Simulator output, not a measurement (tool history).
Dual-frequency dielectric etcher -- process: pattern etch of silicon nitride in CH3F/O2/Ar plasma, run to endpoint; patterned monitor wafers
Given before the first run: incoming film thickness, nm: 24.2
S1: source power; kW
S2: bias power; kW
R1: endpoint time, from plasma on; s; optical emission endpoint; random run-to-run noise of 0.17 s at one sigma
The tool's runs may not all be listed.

Run 1, hour 0: S1 0.41 kW, S2 0.102 kW. Result: R1 29.753 s.
Run 2, hour 5.4: S1 0.41 kW, S2 0.095 kW. Result: R1 30.38 s.
Run 3, hour 9.4: S1 0.41 kW, S2 0.083 kW. Result: R1 31.927 s.
Run 4, hour 10.4: S1 0.44 kW, S2 0.089 kW. Result: R1 29.816 s.
Run 5, hour 11.6: S1 0.46 kW, S2 0.09 kW. Result: R1 29.425 s.
Run 6, hour 17.5: S1 0.46 kW, S2 0.08 kW. Result: R1 30.755 s.

Run 7, settings as shown, results not yet in. Your forecast:
Run 7, hour 22.7: S1 0.48 kW, S2 0.085 kW. Result: R1 ?.

For run 7 the tool returned R1 29.206 s.

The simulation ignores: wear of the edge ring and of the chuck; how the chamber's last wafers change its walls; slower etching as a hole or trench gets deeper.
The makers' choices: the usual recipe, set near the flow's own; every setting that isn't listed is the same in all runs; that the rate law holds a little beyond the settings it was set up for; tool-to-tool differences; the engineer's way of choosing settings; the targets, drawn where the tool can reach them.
